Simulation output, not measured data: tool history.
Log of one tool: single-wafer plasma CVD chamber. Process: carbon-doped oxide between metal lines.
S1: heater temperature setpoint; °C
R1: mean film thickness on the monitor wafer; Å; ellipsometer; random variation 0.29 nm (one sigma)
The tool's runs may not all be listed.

run 1 hour=0.0 | S1=375 chamber_pressure_(Torr)=4.73 RF_power_(kW)=0.570 deposition_time_(s)=8.2 | R1=446.11
run 2 hour=8.7 | S1=374 chamber_pressure_(Torr)=4.98 RF_power_(kW)=0.585 deposition_time_(s)=8.2 | R1=462.13
run 3 hour=13.6 | S1=374 chamber_pressure_(Torr)=4.98 RF_power_(kW)=0.585 deposition_time_(s)=8.2 | R1=461.84
run 4 hour=17.1 | S1=374 chamber_pressure_(Torr)=4.98 RF_power_(kW)=0.585 deposition_time_(s)=7.8 | R1=437.65
run 5 hour=18.6 | S1=378 chamber_pressure_(Torr)=4.98 RF_power_(kW)=0.585 deposition_time_(s)=7.8 | R1=434.24
run 6 hour=23.1 | S1=378 chamber_pressure_(Torr)=4.98 RF_power_(kW)=0.585 deposition_time_(s)=7.8 | R1=438.96
run 7 hour=24.3 | S1=378 chamber_pressure_(Torr)=5.24 RF_power_(kW)=0.605 deposition_time_(s)=7.8 | R1=456.84

Run 8 comes next. What will it give?
run 8 hour=27.4 | S1=372 chamber_pressure_(Torr)=6.19 RF_power_(kW)=0.640 deposition_time_(s)=7.8 | R1=?

{"run 8": {"R1": 494.71}}
